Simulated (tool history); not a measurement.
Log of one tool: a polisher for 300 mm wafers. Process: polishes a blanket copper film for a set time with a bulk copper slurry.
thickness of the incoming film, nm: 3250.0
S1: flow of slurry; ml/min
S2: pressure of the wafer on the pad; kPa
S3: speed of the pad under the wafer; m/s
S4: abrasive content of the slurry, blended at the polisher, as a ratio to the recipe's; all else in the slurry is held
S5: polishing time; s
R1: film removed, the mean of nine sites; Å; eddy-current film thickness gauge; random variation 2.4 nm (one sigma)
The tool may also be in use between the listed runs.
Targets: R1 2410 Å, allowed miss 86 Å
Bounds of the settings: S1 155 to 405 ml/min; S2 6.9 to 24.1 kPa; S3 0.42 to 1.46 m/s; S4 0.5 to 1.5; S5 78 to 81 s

run	hour	S1	S2	S3	S4	S5	R1
1	0	260	15.2	0.94	1	78	5867.5
2	8	260	15.2	0.94	1.1	78	5872
3	10.1	260	18.6	0.94	1.1	78	7148.3
4	11.2	315	18.6	0.94	1.1	78	7438.3
5	13.7	315	18.6	1.08	1.1	78	8417.6
6	15.2	315	22.1	1.08	1.1	78	9984.6
7	17.5	310	19.3	0.96	1.1	78	7756.3
8	23	300	15.2	0.7	1	78	4490.6
9	28.1	295	11	0.58	1	78	2759
10	31.6	295	10.3	0.58	1	78	2569.2

Which of these 5 next moves meets every target?
A	35.1	315	9.7	0.56	0.8	78	?
B	35.1	270	11	0.56	1	79	?
C	35.1	295	9.7	0.62	0.95	80	?
D	35.1	325	9	0.64	0.85	78	?
E	35.1	350	7.6	0.62	1.25	81	?

move	R1
A	2276.6
B	2657.7
C	2612.7
D	2432.7
E	2212.7
A: takes the result that was furthest off past its target
B: further off than the last run
C: further off than the last run
D: meets every target
E: takes the result that was furthest off past its target
The right move is D.

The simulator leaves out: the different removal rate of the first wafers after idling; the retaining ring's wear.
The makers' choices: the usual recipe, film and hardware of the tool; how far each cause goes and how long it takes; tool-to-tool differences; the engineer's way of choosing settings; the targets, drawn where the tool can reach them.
